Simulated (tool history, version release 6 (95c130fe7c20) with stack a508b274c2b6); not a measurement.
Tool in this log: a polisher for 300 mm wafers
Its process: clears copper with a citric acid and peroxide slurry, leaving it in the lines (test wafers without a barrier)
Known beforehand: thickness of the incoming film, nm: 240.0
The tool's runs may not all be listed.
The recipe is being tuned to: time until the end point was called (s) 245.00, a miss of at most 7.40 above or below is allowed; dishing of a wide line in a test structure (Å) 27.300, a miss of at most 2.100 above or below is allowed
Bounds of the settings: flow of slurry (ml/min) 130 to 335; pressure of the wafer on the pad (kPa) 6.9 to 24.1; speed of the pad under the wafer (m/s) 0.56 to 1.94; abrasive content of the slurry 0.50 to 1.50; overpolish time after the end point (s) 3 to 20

run,hour,flow of slurry (ml/min),pressure of the wafer on the pad (kPa),speed of the pad under the wafer (m/s),abrasive content of the slurry,overpolish time after the end point (s),time until the end point was called (s),dishing of a wide line in a test structure (Å)
1,0.0,215,15.2,1.24,1.00,10,119.65,168.750
2,4.8,215,11.7,1.24,1.00,10,152.50,134.670
3,8.4,215,11.0,1.20,1.00,9,168.71,115.290
4,13.9,215,14.5,1.20,1.00,9,128.50,139.300
5,17.5,185,14.5,1.20,1.00,9,130.71,142.820
6,19.2,210,13.8,1.12,1.05,8,142.22,117.490
7,24.8,230,13.1,1.02,1.15,7,155.35,95.953
8,30.2,250,12.4,0.94,1.20,6,175.45,74.195
9,32.0,265,11.7,0.88,1.25,5,192.37,56.899
10,41.0,275,11.0,0.88,1.30,5,199.91,54.791

Which of these 4 next moves meets every target?
A,50.0,280,11.7,1.04,1.15,13,?,?
B,50.0,285,13.1,1.06,1.35,11,?,?
C,50.0,275,11.7,0.72,1.45,3,?,?
D,50.0,310,13.8,0.56,1.20,3,?,?

move,time until the end point was called (s),dishing of a wide line in a test structure (Å)
A,165.05,153.120
B,139.72,153.380
C,216.38,29.694
D,239.35,26.915
A: its largest miss is bigger than the last run's
B: its largest miss is bigger than the last run's
C: gains on the last run, yet a result remains outside its allowed miss
D: in spec on every target
Move D is the one to make.
